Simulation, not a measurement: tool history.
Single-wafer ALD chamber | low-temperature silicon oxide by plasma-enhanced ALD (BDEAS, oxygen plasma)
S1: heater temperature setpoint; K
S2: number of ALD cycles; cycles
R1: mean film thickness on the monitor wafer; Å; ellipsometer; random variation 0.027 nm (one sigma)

Run 1, day 0: S1 373.15 K, S2 64 cycles. Result: R1 85.155 Å.
Run 2, day 0.221: S1 373.15 K, S2 61 cycles. Result: R1 81.64 Å.
Run 3, day 0.392: S1 373.15 K, S2 67 cycles. Result: R1 90.05 Å.
Run 4, day 0.592: S1 375.15 K, S2 63 cycles. Result: R1 83.028 Å.
Run 5, day 0.929: S1 380.15 K, S2 63 cycles. Result: R1 82.843 Å.
Run 6, day 0.971: S1 380.15 K, S2 58 cycles. Result: R1 76.118 Å.
Run 7, day 1.162: S1 381.15 K, S2 57 cycles. Result: R1 74.667 Å.

Forecast run 8:
Run 8, day 1.442: S1 382.15 K, S2 56 cycles. Result: R1 ?.

R1: 73.264 Å
